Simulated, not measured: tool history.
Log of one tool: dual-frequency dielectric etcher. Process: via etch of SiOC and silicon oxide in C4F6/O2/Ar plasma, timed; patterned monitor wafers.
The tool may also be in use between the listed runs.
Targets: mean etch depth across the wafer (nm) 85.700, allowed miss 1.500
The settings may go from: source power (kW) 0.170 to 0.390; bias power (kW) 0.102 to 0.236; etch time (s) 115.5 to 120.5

| run | hour | source power (kW) | bias power (kW) | etch time (s) | mean etch depth across the wafer (nm) |
|---|---|---|---|---|---|
| 1 | 0.0 | 0.280 | 0.169 | 115.5 | 105.750 |
| 2 | 2.8 | 0.270 | 0.165 | 115.5 | 103.230 |
| 3 | 4.9 | 0.260 | 0.162 | 115.5 | 101.640 |
| 4 | 5.9 | 0.250 | 0.159 | 115.5 | 99.347 |
| 5 | 8.5 | 0.240 | 0.157 | 115.5 | 97.046 |
| 6 | 11.7 | 0.230 | 0.156 | 115.5 | 97.042 |
| 7 | 18.1 | 0.220 | 0.153 | 115.5 | 95.183 |
| 8 | 22.6 | 0.210 | 0.150 | 115.5 | 92.849 |
| 9 | 30.2 | 0.210 | 0.148 | 115.5 | 91.372 |
| 10 | 34.0 | 0.210 | 0.147 | 115.5 | 92.030 |
| 11 | 42.2 | 0.210 | 0.146 | 115.5 | 91.646 |
| 12 | 46.2 | 0.210 | 0.145 | 115.5 | 91.102 |
| 13 | 46.7 | 0.210 | 0.144 | 115.5 | 91.391 |
| 14 | 49.1 | 0.210 | 0.143 | 115.5 | 90.955 |
| 15 | 52.9 | 0.210 | 0.142 | 115.5 | 91.500 |
| 16 | 60.8 | 0.210 | 0.141 | 115.5 | 90.022 |
| 17 | 63.7 | 0.190 | 0.138 | 115.5 | 86.237 |
| 18 | 69.3 | 0.190 | 0.138 | 115.5 | 86.561 |

Which of these 5 next moves meets every target?
| A | 74.9 | 0.180 | 0.140 | 119.5 | ? |
| B | 74.9 | 0.170 | 0.143 | 120.0 | ? |
| C | 74.9 | 0.200 | 0.143 | 115.5 | ? |
| D | 74.9 | 0.190 | 0.141 | 118.0 | ? |
| E | 74.9 | 0.170 | 0.132 | 118.5 | ? |

| move | mean etch depth across the wafer (nm) |
|---|---|
| A | 89.998 |
| B | 89.556 |
| C | 90.368 |
| D | 90.500 |
| E | 86.042 |
A: further off than the last run
B: further off than the last run
C: further off than the last run
D: further off than the last run
E: meets every target
Answer: E
